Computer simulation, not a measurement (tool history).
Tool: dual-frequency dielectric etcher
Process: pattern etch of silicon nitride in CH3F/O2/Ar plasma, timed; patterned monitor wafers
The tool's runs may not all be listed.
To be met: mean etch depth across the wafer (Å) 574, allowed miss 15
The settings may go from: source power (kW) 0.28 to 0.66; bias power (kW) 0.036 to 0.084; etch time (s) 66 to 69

run,hour,source power (kW),bias power (kW),etch time (s),mean etch depth across the wafer (Å)
1,0,0.47,0.06,66,475.51
2,7,0.49,0.061,66,477.71
3,9.8,0.5,0.064,66.5,500.44
4,10.4,0.5,0.06,66.5,484.05
5,11.6,0.51,0.062,66.5,489.58
# hour 17.5: bias power generator calibrated
6,17.5,0.51,0.065,67,520.59
7,23.3,0.52,0.065,67,518.69
8,26.7,0.53,0.066,67,527.89
9,27.5,0.54,0.066,67,531.48
10,34.4,0.55,0.066,67,535.02
11,37.3,0.56,0.066,67,535.78
12,43.3,0.57,0.066,67,542.5
13,51.5,0.58,0.066,67,541.63

Which of these 4 next moves meets every target?
A,59.7,0.56,0.069,66.5,?
B,59.7,0.54,0.062,68.5,?
C,59.7,0.56,0.063,68.5,?
D,59.7,0.63,0.066,69,?

move,mean etch depth across the wafer (Å)
A,549.95
B,531.38
C,541.18
D,577.04
A: nearer than the last run, and not there yet
B: further off than the last run
C: as far off as the last run
D: meets every target
The right move is D.
